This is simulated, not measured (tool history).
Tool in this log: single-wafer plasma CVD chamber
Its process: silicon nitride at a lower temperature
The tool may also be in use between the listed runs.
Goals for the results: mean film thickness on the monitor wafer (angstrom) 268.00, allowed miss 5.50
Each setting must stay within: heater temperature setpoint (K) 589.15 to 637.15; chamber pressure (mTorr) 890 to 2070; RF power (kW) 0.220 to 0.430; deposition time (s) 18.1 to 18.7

run    day  heater temperature setpoint (K)  chamber pressure (mTorr)  RF power (kW)  deposition time (s)  mean film thickness on the monitor wafer (angstrom)
  1  0.000                           613.15                      1480          0.325                 18.1                                               221.43
  2  0.292                           613.15                      1480          0.350                 18.1                                               232.75
  3  0.496                           613.15                      1610          0.360                 18.1                                               243.07
  4  0.600                           613.15                      1420          0.360                 18.1                                               236.22
  5  0.954                           613.15                      1540          0.370                 18.1                                               243.18
  6  0.979                           613.15                      1370          0.370                 18.1                                               236.69
  7  1.138                           613.15                      1510          0.375                 18.1                                               243.61
  8  1.317                           613.15                      1620          0.380                 18.1                                               252.42
  9  1.575                           613.15                      1690          0.385                 18.1                                               255.52

Which of these 5 next moves meets every target?
  A  1.833                           612.15                      1640          0.360                 18.1                                                    ?
  B  1.833                           620.15                      2070          0.340                 18.7                                                    ?
  C  1.833                           620.15                      1750          0.390                 18.6                                                    ?
  D  1.833                           620.15                      1700          0.355                 18.1                                                    ?
  E  1.833                           609.15                      1750          0.385                 18.1                                                    ?

move  mean film thickness on the monitor wafer (angstrom)
   A                                               244.02
   B                                               257.85
   C                                               267.31
   D                                               243.43
   E                                               259.24
A: further off than the last run
B: closer than the last run, but not yet in spec
C: in spec on every target
D: further off than the last run
E: closer than the last run, but not yet in spec
C is the move that brings every result within its allowed miss.

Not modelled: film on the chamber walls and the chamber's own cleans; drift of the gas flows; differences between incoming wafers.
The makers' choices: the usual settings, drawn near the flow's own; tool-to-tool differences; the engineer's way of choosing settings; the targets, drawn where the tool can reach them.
